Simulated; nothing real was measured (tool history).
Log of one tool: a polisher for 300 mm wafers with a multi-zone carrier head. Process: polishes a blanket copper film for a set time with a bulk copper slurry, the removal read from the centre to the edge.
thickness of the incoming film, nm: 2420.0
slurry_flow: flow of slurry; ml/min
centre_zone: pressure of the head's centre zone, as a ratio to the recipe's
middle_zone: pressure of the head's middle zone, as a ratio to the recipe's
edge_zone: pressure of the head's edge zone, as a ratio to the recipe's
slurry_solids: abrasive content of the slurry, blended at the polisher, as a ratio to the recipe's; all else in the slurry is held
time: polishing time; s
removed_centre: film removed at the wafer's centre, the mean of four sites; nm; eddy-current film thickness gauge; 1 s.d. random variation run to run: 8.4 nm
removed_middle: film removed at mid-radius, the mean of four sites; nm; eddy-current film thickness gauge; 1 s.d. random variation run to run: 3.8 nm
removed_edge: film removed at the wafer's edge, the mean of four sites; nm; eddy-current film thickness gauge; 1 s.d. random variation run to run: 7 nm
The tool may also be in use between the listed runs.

run,hour,slurry_flow,centre_zone,middle_zone,edge_zone,slurry_solids,time,removed_centre,removed_middle,removed_edge
1,0.0,170,1.00,1.00,1.00,1.00,69,882.73,876.79,833.63
2,2.6,170,0.95,1.00,1.00,1.00,69,805.82,865.13,851.42
3,7.7,165,0.96,0.97,1.01,0.95,66,782.19,799.28,793.04
4,15.4,165,0.96,0.97,1.01,0.95,79,947.09,955.75,951.16
5,19.9,160,0.97,0.95,1.03,0.90,74,847.16,865.19,878.65
6,21.2,160,0.97,0.95,1.03,0.90,87,1038.90,1011.10,1053.10
7,25.1,150,0.99,0.93,1.05,0.85,81,976.66,903.19,968.80
8,27.0,145,1.00,0.91,1.05,0.80,76,872.62,813.83,902.17

Expected results for the next run?
9,31.9,140,1.02,0.90,1.03,0.75,72,?,?,?

{"run 9": {"removed_centre": 833.52, "removed_middle": 752.03, "removed_edge": 813.86}}
